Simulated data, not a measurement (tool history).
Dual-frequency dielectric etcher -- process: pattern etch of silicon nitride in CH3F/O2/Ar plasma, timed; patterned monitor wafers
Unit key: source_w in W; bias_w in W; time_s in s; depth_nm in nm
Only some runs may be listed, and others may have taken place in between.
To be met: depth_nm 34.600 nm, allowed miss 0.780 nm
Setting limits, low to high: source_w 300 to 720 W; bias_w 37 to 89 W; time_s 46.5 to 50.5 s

Run 1, day 0.000: source_w 510 W, bias_w 63 W, time_s 50.5 s. Result: depth_nm 39.822 nm.
Run 2, day 0.242: source_w 490 W, bias_w 62 W, time_s 50.5 s. Result: depth_nm 39.279 nm.
Run 3, day 0.442: source_w 470 W, bias_w 61 W, time_s 50.5 s. Result: depth_nm 38.912 nm.
Run 4, day 0.662: source_w 460 W, bias_w 59 W, time_s 50.5 s. Result: depth_nm 38.337 nm.
Run 5, day 0.821: source_w 450 W, bias_w 58 W, time_s 50.5 s. Result: depth_nm 38.010 nm.
Run 6, day 0.962: source_w 450 W, bias_w 47 W, time_s 50.5 s. Result: depth_nm 35.738 nm.
Run 7, day 1.188: source_w 440 W, bias_w 47 W, time_s 50.5 s. Result: depth_nm 35.765 nm.
Run 8, day 1.358: source_w 430 W, bias_w 47 W, time_s 50.5 s. Result: depth_nm 35.414 nm.

4 candidate next runs follow, results not yet known. Just one meets every target within its allowed miss. Identify it.
Run A, day 1.529: source_w 440 W, bias_w 49 W, time_s 50.5 s. Result: depth_nm ?.
Run B, day 1.529: source_w 330 W, bias_w 66 W, time_s 48.5 s. Result: depth_nm ?.
Run C, day 1.529: source_w 490 W, bias_w 50 W, time_s 50.5 s. Result: depth_nm ?.
Run D, day 1.529: source_w 350 W, bias_w 62 W, time_s 50.5 s. Result: depth_nm ?.

move  depth_nm
   A    36.177
   B    35.073
   C    37.426
   D    36.375
A: misses by more than the last run did
B: every result within its allowed miss
C: misses by more than the last run did
D: misses by more than the last run did
Answer: B
